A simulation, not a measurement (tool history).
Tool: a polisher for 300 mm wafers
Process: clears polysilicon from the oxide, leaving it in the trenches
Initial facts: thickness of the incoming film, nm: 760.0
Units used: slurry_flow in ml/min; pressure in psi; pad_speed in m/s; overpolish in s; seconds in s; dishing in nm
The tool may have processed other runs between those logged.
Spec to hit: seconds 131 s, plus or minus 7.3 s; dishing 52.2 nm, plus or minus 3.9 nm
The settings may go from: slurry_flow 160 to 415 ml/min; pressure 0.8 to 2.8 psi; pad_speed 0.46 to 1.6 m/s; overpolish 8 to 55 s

run 1 hour=0 | slurry_flow=265 pressure=1.8 pad_speed=1.02 overpolish=28 | seconds=73.643 dishing=58.311
run 2 hour=4.1 | slurry_flow=225 pressure=1.8 pad_speed=1.02 overpolish=28 | seconds=76.178 dishing=61.662
run 3 hour=8.4 | slurry_flow=225 pressure=1.8 pad_speed=1.02 overpolish=34 | seconds=77.899 dishing=58.824
run 4 hour=15.4 | slurry_flow=245 pressure=1.5 pad_speed=1 overpolish=38 | seconds=89.821 dishing=59.775
run 5 hour=17.9 | slurry_flow=245 pressure=1.5 pad_speed=1 overpolish=43 | seconds=90.875 dishing=63.036
run 6 hour=21 | slurry_flow=245 pressure=1.5 pad_speed=1 overpolish=36 | seconds=93.43 dishing=61.171
run 7 hour=28.6 | slurry_flow=300 pressure=1.4 pad_speed=0.92 overpolish=27 | seconds=106.16 dishing=59.473
run 8 hour=34.3 | slurry_flow=300 pressure=1.4 pad_speed=0.92 overpolish=27 | seconds=104.15 dishing=59.091
run 9 hour=35.6 | slurry_flow=335 pressure=1.3 pad_speed=0.88 overpolish=21 | seconds=120.69 dishing=54.999
run 10 hour=37.5 | slurry_flow=365 pressure=1.2 pad_speed=0.88 overpolish=14 | seconds=125.09 dishing=47.613

Pick the move, out of 4, that brings all results within their allowed miss; only one does.
run A hour=39.4 | slurry_flow=295 pressure=1.1 pad_speed=0.92 overpolish=20 | seconds=? dishing=?
run B hour=39.4 | slurry_flow=355 pressure=1.2 pad_speed=0.72 overpolish=15 | seconds=? dishing=?
run C hour=39.4 | slurry_flow=345 pressure=0.9 pad_speed=0.96 overpolish=21 | seconds=? dishing=?
run D hour=39.4 | slurry_flow=415 pressure=0.9 pad_speed=0.98 overpolish=14 | seconds=? dishing=?

move=A seconds=131.5 dishing=50.926
move=B seconds=150.84 dishing=43.088
move=C seconds=150.56 dishing=49.517
move=D seconds=145.62 dishing=42.388
A: every result lands within tolerance
B: its largest miss is bigger than the last run's
C: puts the biggest miss on target and leaves a different result outside tolerance
D: its largest miss is bigger than the last run's
The right move is A.

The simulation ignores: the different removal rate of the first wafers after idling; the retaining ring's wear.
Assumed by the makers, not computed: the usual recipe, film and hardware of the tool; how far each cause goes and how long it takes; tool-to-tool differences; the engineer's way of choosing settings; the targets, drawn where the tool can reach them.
